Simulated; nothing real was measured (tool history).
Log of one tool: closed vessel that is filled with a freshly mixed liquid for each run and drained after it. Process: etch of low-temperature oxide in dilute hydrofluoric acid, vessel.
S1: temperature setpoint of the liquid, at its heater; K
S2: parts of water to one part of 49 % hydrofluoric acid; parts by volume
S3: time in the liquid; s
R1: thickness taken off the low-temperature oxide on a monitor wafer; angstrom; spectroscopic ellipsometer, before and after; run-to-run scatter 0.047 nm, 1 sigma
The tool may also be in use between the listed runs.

| run | hour | S1 | S2 | S3 | R1 |
|---|---|---|---|---|---|
| 1 | 0.0 | 293.15 | 190 | 325 | 165.79 |
| 2 | 6.7 | 295.15 | 190 | 325 | 178.32 |
| 3 | 7.7 | 293.65 | 190 | 325 | 170.06 |
| 4 | 8.9 | 292.65 | 195 | 325 | 157.96 |
| 5 | 11.2 | 292.65 | 195 | 345 | 166.65 |
| 6 | 14.7 | 292.65 | 195 | 345 | 167.83 |

Expected results for the next run?
| 7 | 18.6 | 291.65 | 200 | 345 | ? |

Run 7 came out at R1 156.60 angstrom.
